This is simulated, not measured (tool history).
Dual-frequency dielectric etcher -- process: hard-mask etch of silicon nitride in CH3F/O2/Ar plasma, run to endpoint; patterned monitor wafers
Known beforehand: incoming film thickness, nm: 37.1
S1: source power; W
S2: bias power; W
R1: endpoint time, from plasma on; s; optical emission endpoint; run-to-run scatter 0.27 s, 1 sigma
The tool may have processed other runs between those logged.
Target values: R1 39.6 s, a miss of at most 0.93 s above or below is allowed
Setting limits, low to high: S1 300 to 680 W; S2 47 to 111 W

Run 1, hour 0: S1 490 W, S2 79 W. Result: R1 44.704 s.
Run 2, hour 5: S1 490 W, S2 89 W. Result: R1 42.189 s.
Run 3, hour 12.1: S1 510 W, S2 90 W. Result: R1 41.899 s.
Run 4, hour 13.4: S1 510 W, S2 79 W. Result: R1 43.893 s.
Run 5, hour 16.9: S1 510 W, S2 89 W. Result: R1 41.161 s.
Run 6, hour 22: S1 510 W, S2 79 W. Result: R1 44.04 s.
Run 7, hour 29.5: S1 540 W, S2 81 W. Result: R1 42.406 s.
Run 8, hour 35.6: S1 560 W, S2 82 W. Result: R1 41.264 s.
Run 9, hour 38.1: S1 570 W, S2 82 W. Result: R1 41.121 s.

Which one of the following 4 next-run settings gets every result inside its allowed miss? There is exactly one.
Run A, hour 40.6: S1 600 W, S2 86 W. Result: R1 ?.
Run B, hour 40.6: S1 550 W, S2 79 W. Result: R1 ?.
Run C, hour 40.6: S1 540 W, S2 81 W. Result: R1 ?.
Run D, hour 40.6: S1 490 W, S2 93 W. Result: R1 ?.

move      R1
   A  39.252
   B  42.178
   C  42.099
   D  41.566
A: meets every target
B: misses by more than the last run did
C: misses by more than the last run did
D: misses by more than the last run did
The move that meets every target is A.
